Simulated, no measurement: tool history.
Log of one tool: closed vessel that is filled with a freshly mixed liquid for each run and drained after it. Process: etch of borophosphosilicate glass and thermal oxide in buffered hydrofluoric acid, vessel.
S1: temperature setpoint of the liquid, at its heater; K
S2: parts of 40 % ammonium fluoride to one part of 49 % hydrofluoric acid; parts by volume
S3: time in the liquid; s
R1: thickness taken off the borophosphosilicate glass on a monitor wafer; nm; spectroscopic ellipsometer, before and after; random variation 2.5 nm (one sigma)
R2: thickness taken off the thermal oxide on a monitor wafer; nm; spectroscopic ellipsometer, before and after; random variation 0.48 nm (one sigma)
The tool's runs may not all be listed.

run  hour      S1    S2  S3      R1       R2
  1   0.0  297.15  11.0  60  114.20   57.134
  2   7.3  297.15  12.5  60  101.56   50.035
  3  13.0  297.15  12.5  80  135.73   66.805
  4  20.1  299.15  11.5  80  161.74   81.331
  5  22.6  302.15  11.5  80  193.46   94.980
  6  30.2  302.15   8.5  80  253.33  124.050
  7  32.9  302.65   8.5  80  258.74  127.690
  8  37.5  303.15   8.5  80  262.15  131.150

The next listed run, before its measurement:
  9  40.1  303.65  8.5  80   ?   ?

Run 9 gave R1 272.42 nm, R2 134.550 nm.

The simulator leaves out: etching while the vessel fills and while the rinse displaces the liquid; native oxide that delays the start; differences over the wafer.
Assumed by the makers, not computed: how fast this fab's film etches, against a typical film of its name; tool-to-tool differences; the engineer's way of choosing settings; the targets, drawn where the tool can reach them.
